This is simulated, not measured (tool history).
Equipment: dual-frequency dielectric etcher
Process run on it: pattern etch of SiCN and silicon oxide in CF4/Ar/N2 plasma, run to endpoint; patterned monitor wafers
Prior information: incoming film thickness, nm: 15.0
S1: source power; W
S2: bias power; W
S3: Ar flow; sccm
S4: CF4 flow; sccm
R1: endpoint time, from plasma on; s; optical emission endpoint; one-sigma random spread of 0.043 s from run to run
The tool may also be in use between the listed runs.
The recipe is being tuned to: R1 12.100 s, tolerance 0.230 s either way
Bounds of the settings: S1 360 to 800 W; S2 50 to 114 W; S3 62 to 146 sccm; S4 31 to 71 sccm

Run 1, hour 0.0: S1 580 W, S2 82 W, S3 104 sccm, S4 51 sccm. Result: R1 14.150 s.
Run 2, hour 5.9: S1 640 W, S2 82 W, S3 104 sccm, S4 51 sccm. Result: R1 13.376 s.
Run 3, hour 6.6: S1 650 W, S2 82 W, S3 104 sccm, S4 51 sccm. Result: R1 13.205 s.
Run 4, hour 9.0: S1 650 W, S2 82 W, S3 112 sccm, S4 51 sccm. Result: R1 13.443 s.
Run 5, hour 14.4: S1 650 W, S2 82 W, S3 128 sccm, S4 51 sccm. Result: R1 13.823 s.
Run 6, hour 21.1: S1 650 W, S2 70 W, S3 128 sccm, S4 51 sccm. Result: R1 14.963 s.
Run 7, hour 23.7: S1 670 W, S2 71 W, S3 128 sccm, S4 51 sccm. Result: R1 14.638 s.
Run 8, hour 28.2: S1 690 W, S2 72 W, S3 128 sccm, S4 51 sccm. Result: R1 14.222 s.
Run 9, hour 36.5: S1 710 W, S2 73 W, S3 128 sccm, S4 51 sccm. Result: R1 13.982 s.
Run 10, hour 39.5: S1 720 W, S2 75 W, S3 128 sccm, S4 51 sccm. Result: R1 13.643 s.
Run 11, hour 47.4: S1 730 W, S2 76 W, S3 128 sccm, S4 51 sccm. Result: R1 13.391 s.
Run 12, hour 51.0: S1 740 W, S2 77 W, S3 128 sccm, S4 51 sccm. Result: R1 13.309 s.
Run 13, hour 52.5: S1 750 W, S2 78 W, S3 128 sccm, S4 51 sccm. Result: R1 13.021 s.
Run 14, hour 57.3: S1 800 W, S2 79 W, S3 128 sccm, S4 51 sccm. Result: R1 12.394 s.

Exactly one of the 4 candidate moves below puts every result within its allowed miss. Which one?
Run A, hour 62.1: S1 800 W, S2 78 W, S3 129 sccm, S4 48 sccm. Result: R1 ?.
Run B, hour 62.1: S1 790 W, S2 79 W, S3 134 sccm, S4 48 sccm. Result: R1 ?.
Run C, hour 62.1: S1 720 W, S2 82 W, S3 117 sccm, S4 51 sccm. Result: R1 ?.
Run D, hour 62.1: S1 780 W, S2 85 W, S3 118 sccm, S4 48 sccm. Result: R1 ?.

move      R1
   A  12.610
   B  12.727
   C  12.745
   D  12.041
A: its largest miss is bigger than the last run's
B: its largest miss is bigger than the last run's
C: its largest miss is bigger than the last run's
D: every result within its allowed miss
D is the move that brings every result within its allowed miss.
